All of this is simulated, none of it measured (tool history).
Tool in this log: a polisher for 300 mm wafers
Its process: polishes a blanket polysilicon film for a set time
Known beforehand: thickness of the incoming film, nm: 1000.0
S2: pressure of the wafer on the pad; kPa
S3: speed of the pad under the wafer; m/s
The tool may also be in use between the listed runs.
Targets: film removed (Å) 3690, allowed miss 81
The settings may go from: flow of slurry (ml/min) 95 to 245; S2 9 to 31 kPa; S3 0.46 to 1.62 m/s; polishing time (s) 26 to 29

{"run": 1, "hour": 0.0, "flow of slurry (ml/min)": 155, "S2": 20, "S3": 1.04, "polishing time (s)": 29, "film removed (Å)": 2455.4}
{"run": 2, "hour": 2.6, "flow of slurry (ml/min)": 155, "S2": 24.1, "S3": 1.04, "polishing time (s)": 29, "film removed (Å)": 2869}
{"run": 3, "hour": 3.3, "flow of slurry (ml/min)": 125, "S2": 24.1, "S3": 1.04, "polishing time (s)": 29, "film removed (Å)": 2722.3}
{"run": 4, "hour": 7.3, "flow of slurry (ml/min)": 125, "S2": 24.1, "S3": 1.14, "polishing time (s)": 29, "film removed (Å)": 2976.1}
{"run": 5, "hour": 13.2, "flow of slurry (ml/min)": 125, "S2": 24.1, "S3": 1.04, "polishing time (s)": 29, "film removed (Å)": 2689.5}
{"run": 6, "hour": 20.5, "flow of slurry (ml/min)": 135, "S2": 24.1, "S3": 1.04, "polishing time (s)": 29, "film removed (Å)": 2740.3}
{"run": 7, "hour": 27.5, "flow of slurry (ml/min)": 145, "S2": 24.8, "S3": 1.04, "polishing time (s)": 29, "film removed (Å)": 2927}
{"run": 8, "hour": 34.2, "flow of slurry (ml/min)": 155, "S2": 24.8, "S3": 1.04, "polishing time (s)": 29, "film removed (Å)": 2977.3}
{"run": 9, "hour": 38.0, "flow of slurry (ml/min)": 165, "S2": 24.8, "S3": 1.04, "polishing time (s)": 29, "film removed (Å)": 2976.3}

4 candidate next runs follow, results not yet known. Just one meets every target within its allowed miss. Identify it.
{"run": "A", "hour": 41.8, "flow of slurry (ml/min)": 235, "S2": 26.9, "S3": 1.18, "polishing time (s)": 27, "film removed (Å)": "?"}
{"run": "B", "hour": 41.8, "flow of slurry (ml/min)": 195, "S2": 26.2, "S3": 1.1, "polishing time (s)": 29, "film removed (Å)": "?"}
{"run": "C", "hour": 41.8, "flow of slurry (ml/min)": 155, "S2": 26.2, "S3": 1.22, "polishing time (s)": 28, "film removed (Å)": "?"}
{"run": "D", "hour": 41.8, "flow of slurry (ml/min)": 165, "S2": 24.1, "S3": 1.22, "polishing time (s)": 29, "film removed (Å)": "?"}

move=A film_removed_(Å)=3697.7
move=B film_removed_(Å)=3490.6
move=C film_removed_(Å)=3520.4
move=D film_removed_(Å)=3443.3
A: all results land within tolerance of their targets
B: nearer the targets than the last run, but a result is still out of spec
C: nearer the targets than the last run, but a result is still out of spec
D: nearer the targets than the last run, but a result is still out of spec
A is the move that brings every result within its allowed miss.
